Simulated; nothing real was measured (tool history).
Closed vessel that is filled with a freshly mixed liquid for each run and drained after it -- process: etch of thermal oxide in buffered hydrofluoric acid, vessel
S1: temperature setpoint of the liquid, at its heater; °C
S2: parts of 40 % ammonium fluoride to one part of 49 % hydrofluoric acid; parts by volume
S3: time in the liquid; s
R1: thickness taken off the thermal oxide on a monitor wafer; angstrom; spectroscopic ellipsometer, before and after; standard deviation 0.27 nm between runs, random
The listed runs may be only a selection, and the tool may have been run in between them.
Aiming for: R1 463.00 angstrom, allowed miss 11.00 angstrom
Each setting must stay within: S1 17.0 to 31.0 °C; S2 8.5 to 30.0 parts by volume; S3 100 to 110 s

run,day,S1,S2,S3,R1
1,0.000,23.0,23.0,100,561.19
2,0.296,22.0,23.0,100,523.33
3,0.504,24.0,23.0,100,583.02
4,0.600,24.0,23.0,110,648.81
5,0.900,24.0,28.0,110,570.79
6,1.183,22.5,28.0,110,520.08
7,1.233,22.0,28.0,110,502.02
8,1.467,21.5,28.0,110,490.72
9,1.821,21.0,28.0,110,481.00

Exactly one of the 4 candidate moves below puts every result within its allowed miss. Which one?
A,2.175,21.0,23.5,100,?
B,2.175,17.0,18.5,105,?
C,2.175,23.0,30.0,100,?
D,2.175,22.5,29.5,105,?

move,R1
A,495.93
B,501.42
C,468.34
D,483.88
A: its largest miss is bigger than the last run's
B: its largest miss is bigger than the last run's
C: all results land within tolerance of their targets
D: its largest miss is bigger than the last run's
C meets every target.
